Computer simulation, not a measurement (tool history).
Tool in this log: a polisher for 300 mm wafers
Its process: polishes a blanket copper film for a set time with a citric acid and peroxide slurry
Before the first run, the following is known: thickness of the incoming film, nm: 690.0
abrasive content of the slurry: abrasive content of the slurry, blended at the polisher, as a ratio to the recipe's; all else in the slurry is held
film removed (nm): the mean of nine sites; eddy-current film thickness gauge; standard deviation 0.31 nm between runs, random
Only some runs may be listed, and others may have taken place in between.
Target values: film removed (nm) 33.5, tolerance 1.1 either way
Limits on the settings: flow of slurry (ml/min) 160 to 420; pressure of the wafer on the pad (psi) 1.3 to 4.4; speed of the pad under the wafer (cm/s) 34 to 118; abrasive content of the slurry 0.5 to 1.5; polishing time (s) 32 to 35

run	hour	flow of slurry (ml/min)	pressure of the wafer on the pad (psi)	speed of the pad under the wafer (cm/s)	abrasive content of the slurry	polishing time (s)	film removed (nm)
1	0	270	2.8	76	1	35	58.229
2	4.9	270	2.8	94	1	35	71.044
3	13.6	270	2.4	88	1	35	57.922
4	17.7	270	2.9	88	1	35	69.322
5	21.2	270	2.9	88	1.1	35	69.762
6	29.3	270	2.4	84	1.1	35	55.451
# hour 37.9: slurry nozzle cleaned
7	37.9	270	2.1	82	1.1	35	49.292
8	39.2	270	1.9	80	1.1	35	44.176
9	41.4	265	1.3	76	1.1	35	29.48

Of the 4 settings listed for the next run, only one would bring every result within its allowed miss of target. Which one?
A	43.6	255	1.6	76	1.1	35	?
B	43.6	200	2.1	54	1.25	35	?
C	43.6	250	1.3	76	1.1	32	?
D	43.6	325	1.5	68	1.05	35	?

move	film removed (nm)
A	35.419
B	33.118
C	26.597
D	30.439
A: moves the result that the last run missed by most past its target, out the other side
B: hits every target within its allowed miss
C: misses by more than the last run did
D: closer than the last run, but not yet in spec
Go with B: it meets all targets.

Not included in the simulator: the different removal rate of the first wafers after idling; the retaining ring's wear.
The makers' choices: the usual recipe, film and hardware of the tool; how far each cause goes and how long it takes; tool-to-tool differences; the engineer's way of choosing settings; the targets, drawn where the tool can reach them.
